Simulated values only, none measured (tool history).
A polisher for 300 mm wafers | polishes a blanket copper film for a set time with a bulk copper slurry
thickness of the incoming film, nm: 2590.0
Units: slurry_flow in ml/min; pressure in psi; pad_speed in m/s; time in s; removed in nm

{"run": 1, "hour": 0.0, "slurry_flow": 295, "pressure": 1.7, "pad_speed": 1.18, "slurry_solids": 1, "time": 52, "removed": 291.31}
{"run": 2, "hour": 1.0, "slurry_flow": 295, "pressure": 1.9, "pad_speed": 1.18, "slurry_solids": 1, "time": 52, "removed": 317.71}
{"run": 3, "hour": 8.2, "slurry_flow": 295, "pressure": 2.1, "pad_speed": 1.18, "slurry_solids": 1, "time": 52, "removed": 337.96}
{"run": 4, "hour": 15.8, "slurry_flow": 295, "pressure": 2.2, "pad_speed": 1.2, "slurry_solids": 1, "time": 52, "removed": 344.53}
{"run": 5, "hour": 17.0, "slurry_flow": 235, "pressure": 2.2, "pad_speed": 1.2, "slurry_solids": 1, "time": 52, "removed": 337.34}
{"run": 6, "hour": 25.5, "slurry_flow": 255, "pressure": 2.3, "pad_speed": 1.22, "slurry_solids": 1, "time": 52, "removed": 367.63}

Run 7 comes next. What will it give?
{"run": 7, "hour": 33.4, "slurry_flow": 260, "pressure": 2.7, "pad_speed": 1.24, "slurry_solids": 1, "time": 52, "removed": "?"}

{"run 7": {"removed": 428.96}}
